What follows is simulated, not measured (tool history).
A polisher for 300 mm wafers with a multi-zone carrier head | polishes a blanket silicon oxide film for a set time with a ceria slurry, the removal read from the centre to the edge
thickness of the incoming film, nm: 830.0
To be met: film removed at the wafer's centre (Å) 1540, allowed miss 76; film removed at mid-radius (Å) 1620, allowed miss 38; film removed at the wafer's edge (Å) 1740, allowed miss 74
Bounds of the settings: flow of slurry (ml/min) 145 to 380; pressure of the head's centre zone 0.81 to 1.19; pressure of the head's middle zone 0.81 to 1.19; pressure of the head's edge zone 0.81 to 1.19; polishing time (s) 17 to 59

run  hour  flow of slurry (ml/min)  pressure of the head's centre zone  pressure of the head's middle zone  pressure of the head's edge zone  polishing time (s)  film removed at the wafer's centre (Å)  film removed at mid-radius (Å)  film removed at the wafer's edge (Å)
  1     0                      245                                   1                                   1                                 1                  38                                  1420.7                          1358.4                                1372.9
  2   5.2                      245                                0.92                                   1                                 1                  38                                  1303.9                          1342.2                                  1366
  3  11.3                      250                                0.92                                1.01                              1.04                  39                                  1315.8                          1403.9                                1415.2
  4  20.3                      250                                0.92                                1.01                              1.07                  39                                  1310.9                          1394.9                                1431.4
  5  22.1                      250                                0.92                                1.01                              1.09                  40                                  1355.9                          1426.5                                1475.6
  6  27.3                      250                                0.92                                1.01                              1.15                  40                                  1338.6                          1435.7                                1536.4
  7  35.3                      255                                0.93                                1.01                              1.16                  41                                  1412.9                          1464.1                                1592.5
  8    37                      260                                0.93                                1.02                              1.17                  42                                  1463.3                          1545.7                                1631.6
  9  45.2                      265                                0.93                                1.02                              1.17                  42                                  1441.7                          1546.8                                1631.5
 10  48.5                      270                                0.93                                1.02                              1.17                  42                                  1487.9                          1552.9                                1641.5
 11  54.5                      275                                0.92                                1.01                              1.18                  43                                  1480.5                          1556.8                                1685.7

Which of these 4 next moves meets every target?
  A  60.5                      230                                0.94                                1.03                              1.19                  45                                       ?                               ?                                     ?
  B  60.5                      245                                0.83                                0.88                              1.19                  51                                       ?                               ?                                     ?
  C  60.5                      270                                0.94                                0.97                              1.19                  44                                       ?                               ?                                     ?
  D  60.5                      270                                0.93                                0.91                              1.15                  45                                       ?                               ?                                     ?

move  film removed at the wafer's centre (Å)  film removed at mid-radius (Å)  film removed at the wafer's edge (Å)
   A                                  1543.5                          1622.7                                1747.8
   B                                  1553.8                          1624.7                                1995.7
   C                                  1538.5                          1535.3                                1733.4
   D                                    1556                          1488.7                                1746.6
A: meets every target
B: brings the result that was furthest off to its target, and leaves another outside
C: further off than the last run
D: further off than the last run
Answer: A
